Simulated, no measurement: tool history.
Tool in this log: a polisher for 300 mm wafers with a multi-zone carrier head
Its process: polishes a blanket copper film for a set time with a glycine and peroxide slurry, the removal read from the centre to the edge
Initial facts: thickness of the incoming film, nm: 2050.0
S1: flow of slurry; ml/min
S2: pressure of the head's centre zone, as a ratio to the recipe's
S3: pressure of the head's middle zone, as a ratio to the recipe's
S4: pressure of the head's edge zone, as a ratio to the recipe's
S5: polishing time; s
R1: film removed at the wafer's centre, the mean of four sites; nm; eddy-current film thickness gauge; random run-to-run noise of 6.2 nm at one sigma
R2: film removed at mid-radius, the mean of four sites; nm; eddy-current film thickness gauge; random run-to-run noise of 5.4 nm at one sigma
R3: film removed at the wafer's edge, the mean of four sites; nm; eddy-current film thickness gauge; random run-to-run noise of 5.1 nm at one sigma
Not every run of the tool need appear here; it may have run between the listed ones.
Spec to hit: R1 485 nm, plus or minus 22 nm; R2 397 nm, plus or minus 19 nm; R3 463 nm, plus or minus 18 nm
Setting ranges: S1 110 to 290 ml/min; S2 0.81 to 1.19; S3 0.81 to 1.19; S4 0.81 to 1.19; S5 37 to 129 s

{"run": 1, "hour": 0.0, "S1": 185, "S2": 1, "S3": 1, "S4": 1, "S5": 83, "R1": 385.18, "R2": 377.35, "R3": 393.91}
{"run": 2, "hour": 0.7, "S1": 190, "S2": 1.03, "S3": 0.99, "S4": 1.03, "S5": 84, "R1": 392.04, "R2": 382.53, "R3": 417.29}
{"run": 3, "hour": 2.0, "S1": 190, "S2": 1.03, "S3": 0.99, "S4": 1.03, "S5": 69, "R1": 334.13, "R2": 313.88, "R3": 333.53}
{"run": 4, "hour": 8.5, "S1": 200, "S2": 1.07, "S3": 0.98, "S4": 1.04, "S5": 73, "R1": 363.48, "R2": 330.94, "R3": 353.84}
{"run": 5, "hour": 12.8, "S1": 200, "S2": 1.11, "S3": 0.98, "S4": 1.04, "S5": 73, "R1": 373.16, "R2": 323.61, "R3": 360.38}
{"run": 6, "hour": 16.1, "S1": 205, "S2": 1.13, "S3": 0.98, "S4": 1.05, "S5": 77, "R1": 420.48, "R2": 352.48, "R3": 380.72}
{"run": 7, "hour": 21.4, "S1": 205, "S2": 1.13, "S3": 0.97, "S4": 1.07, "S5": 79, "R1": 424.66, "R2": 349.12, "R3": 400.04}
{"run": 8, "hour": 25.3, "S1": 210, "S2": 1.14, "S3": 0.98, "S4": 1.09, "S5": 80, "R1": 430.08, "R2": 362.79, "R3": 405.05}

Which single option among these 5 for the next run brings every result within its allowed miss of target? Just one does.
{"run": "A", "hour": 29.2, "S1": 190, "S2": 1.17, "S3": 1.08, "S4": 0.86, "S5": 83, "R1": "?", "R2": "?", "R3": "?"}
{"run": "B", "hour": 29.2, "S1": 205, "S2": 1.19, "S3": 0.81, "S4": 1.1, "S5": 83, "R1": "?", "R2": "?", "R3": "?"}
{"run": "C", "hour": 29.2, "S1": 180, "S2": 1.14, "S3": 0.95, "S4": 1.1, "S5": 92, "R1": "?", "R2": "?", "R3": "?"}
{"run": "D", "hour": 29.2, "S1": 165, "S2": 1.17, "S3": 0.85, "S4": 1.19, "S5": 80, "R1": "?", "R2": "?", "R3": "?"}
{"run": "E", "hour": 29.2, "S1": 220, "S2": 1.13, "S3": 0.96, "S4": 1.12, "S5": 74, "R1": "?", "R2": "?", "R3": "?"}

move=A R1=447.77 R2=399.99 R3=375.2
move=B R1=460.8 R2=321.58 R3=427.15
move=C R1=478.12 R2=395.81 R3=465.29
move=D R1=418.82 R2=310.03 R3=416.97
move=E R1=394.89 R2=331.32 R3=386.54
A: the biggest miss grows against the last run
B: the biggest miss grows against the last run
C: each result inside its tolerance
D: the biggest miss grows against the last run
E: the biggest miss grows against the last run
The move that meets every target is C.
